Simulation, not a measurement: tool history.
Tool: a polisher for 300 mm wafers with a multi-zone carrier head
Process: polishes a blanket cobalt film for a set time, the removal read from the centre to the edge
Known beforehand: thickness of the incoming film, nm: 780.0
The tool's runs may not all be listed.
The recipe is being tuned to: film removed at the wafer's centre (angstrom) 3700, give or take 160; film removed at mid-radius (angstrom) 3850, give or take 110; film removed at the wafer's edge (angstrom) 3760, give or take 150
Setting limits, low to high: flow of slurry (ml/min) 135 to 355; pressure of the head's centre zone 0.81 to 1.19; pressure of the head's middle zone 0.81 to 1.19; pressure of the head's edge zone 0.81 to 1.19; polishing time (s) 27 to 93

run    day  flow of slurry (ml/min)  pressure of the head's centre zone  pressure of the head's middle zone  pressure of the head's edge zone  polishing time (s)  film removed at the wafer's centre (angstrom)  film removed at mid-radius (angstrom)  film removed at the wafer's edge (angstrom)
  1      0                      225                                   1                                   1                                 1                  59                                         2367.4                                 2413.5                                       2476.1
  2  0.054                      225                                   1                                   1                                 1                  70                                         2816.8                                 2950.5                                       2946.5
  3  0.212                      195                                   1                                   1                                 1                  70                                         2812.3                                 2887.2                                       2993.2
  4  0.408                      185                                1.03                                1.04                              1.02                  73                                         3012.7                                 3045.5                                       3166.8
  5  0.542                      185                                1.03                                0.97                              1.02                  73                                         2975.9                                 2926.4                                       3139.5
  6  0.704                      150                                1.03                                0.97                              1.02                  73                                         3018.7                                 2872.7                                       3044.7
  7  0.908                      215                                1.13                                1.07                              1.12                  81                                         3798.7                                 3525.4                                       3679.6
  8  1.229                      225                                1.12                                1.09                              1.12                  81                                         3730.4                                   3571                                       3642.7

Pick the move, out of 5, that brings all results within their allowed miss; only one does.
  A  1.55                      220                                1.06                                1.04                              1.17                  84                                              ?                                      ?                                            ?
  B  1.55                      270                                1.19                                0.95                              1.19                  78                                              ?                                      ?                                            ?
  C  1.55                      135                                 1.1                                0.96                              1.17                  84                                              ?                                      ?                                            ?
  D  1.55                      285                                1.08                                0.97                              1.14                  80                                              ?                                      ?                                            ?
  E  1.55                      255                                1.09                                1.13                               1.1                  83                                              ?                                      ?                                            ?

move  film removed at the wafer's centre (angstrom)  film removed at mid-radius (angstrom)  film removed at the wafer's edge (angstrom)
   A                                         3588.1                                 3562.7                                       3812.5
   B                                         3809.6                                   3147                                       3617.8
   C                                         3561.8                                 3232.4                                       3706.3
   D                                         3558.5                                 3291.1                                       3638.9
   E                                         3695.7                                 3784.8                                       3677.3
A: about the same distance from the targets as the last run
B: further off than the last run
C: further off than the last run
D: further off than the last run
E: all results in spec
Answer: E
